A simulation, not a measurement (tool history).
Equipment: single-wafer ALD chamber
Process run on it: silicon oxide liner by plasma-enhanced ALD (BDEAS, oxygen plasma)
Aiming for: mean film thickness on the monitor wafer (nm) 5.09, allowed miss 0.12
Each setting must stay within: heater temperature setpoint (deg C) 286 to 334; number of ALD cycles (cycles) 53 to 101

run,hour,heater temperature setpoint (deg C),number of ALD cycles (cycles),mean film thickness on the monitor wafer (nm)
1,0,310,77,6.3467
2,3.1,311,72,5.9612
3,5.3,311,68,5.6088
4,7.2,311,66,5.4569
5,11.6,311,65,5.3375
6,14.5,311,59,4.852
7,20.6,311,60,4.9348
8,24.4,311,60,4.9528

Of the 4 settings listed for the next run, only one would bring every result within its allowed miss of target. Which one?
A,28.2,318,62,?
B,28.2,303,58,?
C,28.2,295,56,?
D,28.2,313,56,?

move,mean film thickness on the monitor wafer (nm)
A,5.0733
B,4.8448
C,4.7767
D,4.6141
A: every result lands within tolerance
B: moves away from the targets compared with the last run
C: moves away from the targets compared with the last run
D: moves away from the targets compared with the last run
Answer: A

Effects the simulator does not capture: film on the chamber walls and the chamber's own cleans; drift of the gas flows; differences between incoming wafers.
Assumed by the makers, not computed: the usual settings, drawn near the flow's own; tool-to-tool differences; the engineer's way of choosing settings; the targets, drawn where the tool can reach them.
